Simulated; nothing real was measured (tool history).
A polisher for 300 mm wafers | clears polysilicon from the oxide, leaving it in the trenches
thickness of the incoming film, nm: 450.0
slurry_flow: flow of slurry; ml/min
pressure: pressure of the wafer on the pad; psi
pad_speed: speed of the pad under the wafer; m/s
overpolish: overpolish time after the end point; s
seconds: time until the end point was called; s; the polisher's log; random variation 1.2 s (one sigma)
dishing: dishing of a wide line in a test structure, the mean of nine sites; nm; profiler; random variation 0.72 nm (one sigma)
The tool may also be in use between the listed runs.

Run 1, hour 0: slurry_flow 305 ml/min, pressure 1.9 psi, pad_speed 0.8 m/s, overpolish 15 s. Result: seconds 53.842 s, dishing 46.354 nm.
Run 2, hour 2.6: slurry_flow 305 ml/min, pressure 2.1 psi, pad_speed 0.8 m/s, overpolish 15 s. Result: seconds 53.163 s, dishing 47.897 nm.
Run 3, hour 11.3: slurry_flow 305 ml/min, pressure 2.1 psi, pad_speed 0.8 m/s, overpolish 20 s. Result: seconds 52.005 s, dishing 49.052 nm.
Run 4, hour 13.4: slurry_flow 305 ml/min, pressure 1.7 psi, pad_speed 0.8 m/s, overpolish 20 s. Result: seconds 58.348 s, dishing 49.645 nm.
Run 5, hour 18.1: slurry_flow 305 ml/min, pressure 1.6 psi, pad_speed 0.78 m/s, overpolish 18 s. Result: seconds 62.498 s, dishing 47.669 nm.
Run 6, hour 26.3: slurry_flow 235 ml/min, pressure 1.6 psi, pad_speed 0.78 m/s, overpolish 18 s. Result: seconds 63.53 s, dishing 47.531 nm.
Run 7, hour 31.3: slurry_flow 235 ml/min, pressure 1.5 psi, pad_speed 0.78 m/s, overpolish 17 s. Result: seconds 65.13 s, dishing 46.217 nm.

Run 8 comes next. What will it give?
Run 8, hour 33.4: slurry_flow 235 ml/min, pressure 1.4 psi, pad_speed 0.78 m/s, overpolish 16 s. Result: seconds ?, dishing ?.

seconds: 67.817 s
dishing: 45.788 nm
